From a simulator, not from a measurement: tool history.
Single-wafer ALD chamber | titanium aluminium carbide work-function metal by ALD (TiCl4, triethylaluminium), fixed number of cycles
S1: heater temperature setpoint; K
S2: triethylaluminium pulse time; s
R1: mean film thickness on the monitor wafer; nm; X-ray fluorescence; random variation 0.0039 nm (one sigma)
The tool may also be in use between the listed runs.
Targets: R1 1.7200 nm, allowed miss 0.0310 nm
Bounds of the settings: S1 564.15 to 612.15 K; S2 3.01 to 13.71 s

run,hour,S1,S2,R1
1,0.0,588.15,8.36,2.1574
2,8.0,588.15,7.53,2.1136
3,9.2,584.15,6.77,2.0236
4,10.3,584.15,5.68,1.9167
5,16.3,581.15,5.51,1.8564
6,20.0,581.15,6.67,1.9804
7,24.6,581.15,6.67,1.9899
8,30.4,580.15,6.19,1.9316
9,34.8,568.15,4.24,1.5500
10,40.3,570.15,4.27,1.5734
11,44.6,571.15,4.29,1.5779
12,51.3,572.15,4.31,1.5972
13,57.0,572.15,4.31,1.5969
14,65.3,573.15,4.33,1.5972
15,71.6,574.15,4.35,1.6255
16,79.7,575.15,4.37,1.6344
17,83.0,576.15,4.39,1.6477
18,91.7,577.15,4.40,1.6547
19,99.9,578.15,4.42,1.6651
20,103.2,579.15,4.43,1.6753
21,109.2,580.15,4.44,1.6851
22,114.1,580.15,4.45,1.6829
23,123.0,585.15,4.80,1.7906

Which of these 5 next moves meets every target?
A,131.9,601.15,4.45,?
B,131.9,575.15,5.83,?
C,131.9,603.15,4.78,?
D,131.9,581.15,4.54,?
E,131.9,589.15,4.78,?

move,R1
A,1.8524
B,1.8446
C,1.9347
D,1.7076
E,1.8170
A: further off than the last run
B: further off than the last run
C: further off than the last run
D: meets every target
E: further off than the last run
The right move is D.

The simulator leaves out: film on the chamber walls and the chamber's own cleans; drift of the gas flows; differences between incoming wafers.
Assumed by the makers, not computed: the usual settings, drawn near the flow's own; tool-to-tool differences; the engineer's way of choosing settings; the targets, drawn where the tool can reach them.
